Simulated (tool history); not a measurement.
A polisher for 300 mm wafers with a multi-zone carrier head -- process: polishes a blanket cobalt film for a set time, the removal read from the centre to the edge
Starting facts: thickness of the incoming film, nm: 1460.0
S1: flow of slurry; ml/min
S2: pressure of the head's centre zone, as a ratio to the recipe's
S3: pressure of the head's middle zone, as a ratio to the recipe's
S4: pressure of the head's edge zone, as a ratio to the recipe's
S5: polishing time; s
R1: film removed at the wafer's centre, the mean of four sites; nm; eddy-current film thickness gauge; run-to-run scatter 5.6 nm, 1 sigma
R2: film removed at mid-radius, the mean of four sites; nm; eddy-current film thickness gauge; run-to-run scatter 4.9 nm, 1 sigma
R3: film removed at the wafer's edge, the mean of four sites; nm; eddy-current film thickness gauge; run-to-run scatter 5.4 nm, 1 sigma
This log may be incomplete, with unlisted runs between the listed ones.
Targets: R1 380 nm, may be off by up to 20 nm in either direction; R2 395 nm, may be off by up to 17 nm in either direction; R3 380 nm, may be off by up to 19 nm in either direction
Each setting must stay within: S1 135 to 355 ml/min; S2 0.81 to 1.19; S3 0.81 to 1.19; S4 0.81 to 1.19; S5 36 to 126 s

run,hour,S1,S2,S3,S4,S5,R1,R2,R3
1,0,225,1,1,1,81,242.4,273.75,277.25
2,5.1,235,1.04,1.03,1.02,88,280.46,305.71,307.19
3,8.7,270,1.04,1.03,1.02,88,276.82,305.78,317.05
4,13.9,270,0.97,1.03,1.02,88,265.36,310.58,310.13
5,16.7,265,1.02,1.05,1.01,93,288.41,329.11,327.82
6,18.8,210,1.02,1.05,1.01,93,283.37,326.52,321.37
7,19.7,210,1.07,1.07,1,97,312.19,340.78,327.72
8,25.3,210,1.09,1.09,1.02,100,326.1,367.24,350.81
9,31.4,210,1.12,1.09,1.02,102,336.71,365.87,345.95
10,38.1,210,1.13,1.09,1.03,104,343.5,372.15,358.23
11,42.9,210,1.14,1.09,1.03,106,354.48,376.7,363.39

Which single option among these 4 for the next run brings every result within its allowed miss of target? Just one does.
A,47.7,175,1.12,1.05,0.92,117,?,?,?
B,47.7,230,1.02,1.02,1.09,108,?,?,?
C,47.7,205,1.01,1.08,1.19,106,?,?,?
D,47.7,235,1.17,0.95,1.14,108,?,?,?

move,R1,R2,R3
A,380.2,390.57,384.13
B,333.03,365.6,396.15
C,318.36,371.06,401.92
D,383.84,344.98,406.48
A: meets every target
B: its largest miss is bigger than the last run's
C: its largest miss is bigger than the last run's
D: the furthest-off result lands on target, but another misses its tolerance
The right move is A.
